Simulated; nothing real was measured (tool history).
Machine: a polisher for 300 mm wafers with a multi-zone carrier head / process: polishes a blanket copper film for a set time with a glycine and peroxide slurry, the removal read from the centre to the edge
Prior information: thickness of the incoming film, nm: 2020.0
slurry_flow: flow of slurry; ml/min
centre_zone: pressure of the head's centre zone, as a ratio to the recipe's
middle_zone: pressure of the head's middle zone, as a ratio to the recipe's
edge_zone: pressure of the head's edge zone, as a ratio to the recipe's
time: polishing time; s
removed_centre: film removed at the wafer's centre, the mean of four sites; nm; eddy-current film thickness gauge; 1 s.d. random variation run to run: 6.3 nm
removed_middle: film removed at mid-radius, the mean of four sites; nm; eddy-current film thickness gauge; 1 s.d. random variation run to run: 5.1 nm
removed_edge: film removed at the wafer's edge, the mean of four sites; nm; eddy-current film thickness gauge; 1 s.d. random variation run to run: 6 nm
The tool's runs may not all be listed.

run  hour  slurry_flow  centre_zone  middle_zone  edge_zone  time  removed_centre  removed_middle  removed_edge
  1     0          155            1            1          1    83          466.03          465.88        471.71
  2   1.5          155            1            1       0.96    83          473.88          468.66        470.95
  3   2.6          155            1            1       0.96    75          421.93          420.42        417.76
  4   7.3          175            1            1       0.96    75          429.51          420.62        434.17
  5  13.6          200            1            1       0.96    75          439.08          437.71        433.03
  6  16.6          200         1.02            1       0.96    77          467.27          457.81        442.93
  7  21.9          230         1.12            1       1.06    88          596.45          528.68        546.57

For run 8, what comes out?
  8  30.4          230         1.13            1       1.06    88               ?               ?             ?

{"run 8": {"removed_centre": 612.84, "removed_middle": 519.64, "removed_edge": 548.5}}
